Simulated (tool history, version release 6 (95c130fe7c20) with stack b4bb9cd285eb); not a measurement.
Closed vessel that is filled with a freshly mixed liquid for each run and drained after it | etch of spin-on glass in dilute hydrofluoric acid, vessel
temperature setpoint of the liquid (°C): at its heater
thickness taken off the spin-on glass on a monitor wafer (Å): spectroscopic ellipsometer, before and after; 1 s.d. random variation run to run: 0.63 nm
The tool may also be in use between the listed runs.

run,hour,temperature setpoint of the liquid (°C),parts of water to one part of 49 % hydrofluoric acid (parts by volume),time in the liquid (s),thickness taken off the spin-on glass on a monitor wafer (Å)
1,0.0,24.0,295,450,333.69
2,2.7,24.0,240,450,439.30
3,6.2,27.0,240,450,486.46
4,11.4,25.5,240,450,455.82
5,14.8,27.5,210,450,583.25
6,18.5,24.0,210,450,511.94
7,20.0,28.0,145,450,932.94
8,21.5,27.5,145,450,913.37
9,29.9,27.0,145,450,898.89

For run 10, what comes out?
10,31.5,26.5,145,450,?

{"run 10": {"thickness taken off the spin-on glass on a monitor wafer (Å)": 880.99}}
